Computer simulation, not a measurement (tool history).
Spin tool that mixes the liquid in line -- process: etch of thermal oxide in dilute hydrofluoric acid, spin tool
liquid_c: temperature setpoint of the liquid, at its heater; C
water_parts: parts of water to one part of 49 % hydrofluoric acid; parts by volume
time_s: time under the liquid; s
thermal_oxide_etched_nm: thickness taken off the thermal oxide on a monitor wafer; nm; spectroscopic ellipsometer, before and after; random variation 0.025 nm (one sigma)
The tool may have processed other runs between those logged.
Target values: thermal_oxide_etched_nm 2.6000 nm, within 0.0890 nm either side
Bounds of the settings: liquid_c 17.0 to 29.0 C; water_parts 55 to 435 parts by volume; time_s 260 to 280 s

run,hour,liquid_c,water_parts,time_s,thermal_oxide_etched_nm
1,0.0,21.0,245,260,3.6649
2,3.6,21.0,190,260,5.0063
3,12.6,17.5,190,260,4.3715
4,17.7,20.5,190,260,4.7844
5,18.9,20.0,210,260,4.2287
6,24.7,19.5,225,260,3.8391
7,32.8,19.0,235,260,3.5202
8,37.8,19.0,235,260,3.5284
9,39.6,18.5,240,260,3.4687
10,45.5,18.5,250,260,3.2437
11,52.4,18.5,255,260,3.1540

4 candidate next runs follow, results not yet known. Just one meets every target within its allowed miss. Identify it.
A,59.3,19.5,305,260,?
B,59.3,19.0,290,275,?
C,59.3,17.0,265,260,?
D,59.3,17.5,270,260,?

move,thermal_oxide_etched_nm
A,2.5974
B,2.8743
C,2.8177
D,2.8070
A: every result lands within tolerance
B: better than the last run, though not everything is in spec
C: better than the last run, though not everything is in spec
D: better than the last run, though not everything is in spec
A meets every target.
